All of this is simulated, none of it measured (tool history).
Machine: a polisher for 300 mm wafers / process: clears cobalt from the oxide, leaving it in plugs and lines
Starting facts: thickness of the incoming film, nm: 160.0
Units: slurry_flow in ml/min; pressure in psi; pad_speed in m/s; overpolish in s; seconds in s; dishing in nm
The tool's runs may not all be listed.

Run 1, hour 0.0: slurry_flow 270 ml/min, pressure 2.0 psi, pad_speed 1.28 m/s, overpolish 25 s. Result: seconds 33.025 s, dishing 72.186 nm.
Run 2, hour 6.7: slurry_flow 270 ml/min, pressure 2.2 psi, pad_speed 1.30 m/s, overpolish 22 s. Result: seconds 28.798 s, dishing 69.044 nm.
Run 3, hour 8.0: slurry_flow 270 ml/min, pressure 2.3 psi, pad_speed 1.32 m/s, overpolish 21 s. Result: seconds 27.451 s, dishing 69.766 nm.
Run 4, hour 13.0: slurry_flow 315 ml/min, pressure 2.3 psi, pad_speed 1.32 m/s, overpolish 21 s. Result: seconds 26.873 s, dishing 71.345 nm.
Run 5, hour 18.9: slurry_flow 315 ml/min, pressure 2.3 psi, pad_speed 1.32 m/s, overpolish 31 s. Result: seconds 26.345 s, dishing 80.637 nm.
Run 6, hour 21.8: slurry_flow 260 ml/min, pressure 2.3 psi, pad_speed 1.32 m/s, overpolish 31 s. Result: seconds 27.165 s, dishing 82.425 nm.
Run 7, hour 25.1: slurry_flow 265 ml/min, pressure 2.4 psi, pad_speed 1.34 m/s, overpolish 28 s. Result: seconds 25.556 s, dishing 79.542 nm.
Run 8, hour 25.9: slurry_flow 265 ml/min, pressure 2.5 psi, pad_speed 1.36 m/s, overpolish 25 s. Result: seconds 24.874 s, dishing 79.484 nm.
Run 9, hour 33.1: slurry_flow 290 ml/min, pressure 2.6 psi, pad_speed 1.38 m/s, overpolish 22 s. Result: seconds 22.563 s, dishing 76.607 nm.
Run 10, hour 41.0: slurry_flow 295 ml/min, pressure 2.7 psi, pad_speed 1.40 m/s, overpolish 20 s. Result: seconds 21.484 s, dishing 76.218 nm.
Run 11, hour 43.0: slurry_flow 305 ml/min, pressure 2.8 psi, pad_speed 1.42 m/s, overpolish 18 s. Result: seconds 20.452 s, dishing 73.530 nm.
Run 12, hour 51.3: slurry_flow 305 ml/min, pressure 2.8 psi, pad_speed 1.44 m/s, overpolish 17 s. Result: seconds 20.662 s, dishing 74.014 nm.
Run 13, hour 56.7: slurry_flow 325 ml/min, pressure 3.1 psi, pad_speed 1.54 m/s, overpolish 8 s. Result: seconds 16.746 s, dishing 54.561 nm.

For run 14, what comes out?
Run 14, hour 61.4: slurry_flow 325 ml/min, pressure 3.1 psi, pad_speed 1.56 m/s, overpolish 9 s. Result: seconds ?, dishing ?.

{"run 14": {"seconds": 16.706, "dishing": 58.943}}

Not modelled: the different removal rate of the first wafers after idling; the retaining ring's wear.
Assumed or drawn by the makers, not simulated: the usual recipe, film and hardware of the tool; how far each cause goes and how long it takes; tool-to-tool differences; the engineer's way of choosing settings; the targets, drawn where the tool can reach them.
